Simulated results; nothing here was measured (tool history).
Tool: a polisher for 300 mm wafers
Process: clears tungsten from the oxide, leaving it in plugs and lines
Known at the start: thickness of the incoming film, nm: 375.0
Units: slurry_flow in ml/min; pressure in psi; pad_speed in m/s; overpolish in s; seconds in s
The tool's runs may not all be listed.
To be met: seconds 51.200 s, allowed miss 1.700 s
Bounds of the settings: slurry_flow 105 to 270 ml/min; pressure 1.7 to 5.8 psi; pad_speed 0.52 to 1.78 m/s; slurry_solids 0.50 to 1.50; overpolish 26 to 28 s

run 1 day=0.000 | slurry_flow=175 pressure=3.7 pad_speed=1.14 slurry_solids=1.00 overpolish=26 | seconds=70.168
run 2 day=0.229 | slurry_flow=175 pressure=4.4 pad_speed=1.14 slurry_solids=1.00 overpolish=26 | seconds=58.926
run 3 day=0.579 | slurry_flow=210 pressure=4.4 pad_speed=1.14 slurry_solids=1.00 overpolish=26 | seconds=58.347
run 4 day=0.758 | slurry_flow=210 pressure=4.4 pad_speed=1.14 slurry_solids=0.90 overpolish=26 | seconds=58.881
run 5 day=0.792 | slurry_flow=210 pressure=3.6 pad_speed=1.14 slurry_solids=0.90 overpolish=26 | seconds=71.457
run 6 day=0.908 | slurry_flow=180 pressure=3.6 pad_speed=1.14 slurry_solids=0.90 overpolish=26 | seconds=72.814
run 7 day=1.154 | slurry_flow=180 pressure=3.9 pad_speed=1.14 slurry_solids=0.90 overpolish=26 | seconds=67.059
run 8 day=1.525 | slurry_flow=180 pressure=4.1 pad_speed=1.14 slurry_solids=0.90 overpolish=26 | seconds=63.632
run 9 day=1.804 | slurry_flow=180 pressure=4.3 pad_speed=1.14 slurry_solids=0.90 overpolish=26 | seconds=62.531

Which of these 4 next moves meets every target?
run A day=2.083 | slurry_flow=175 pressure=5.3 pad_speed=1.28 slurry_solids=0.70 overpolish=26 | seconds=?
run B day=2.083 | slurry_flow=205 pressure=5.4 pad_speed=1.26 slurry_solids=1.05 overpolish=26 | seconds=?
run C day=2.083 | slurry_flow=205 pressure=4.4 pad_speed=1.38 slurry_solids=0.75 overpolish=26 | seconds=?
run D day=2.083 | slurry_flow=240 pressure=3.8 pad_speed=1.10 slurry_solids=1.15 overpolish=26 | seconds=?

move=A seconds=47.134
move=B seconds=42.935
move=C seconds=51.237
move=D seconds=65.348
A: takes the result that was furthest off past its target
B: takes the result that was furthest off past its target
C: meets every target
D: further off than the last run
Move C is the one to make.

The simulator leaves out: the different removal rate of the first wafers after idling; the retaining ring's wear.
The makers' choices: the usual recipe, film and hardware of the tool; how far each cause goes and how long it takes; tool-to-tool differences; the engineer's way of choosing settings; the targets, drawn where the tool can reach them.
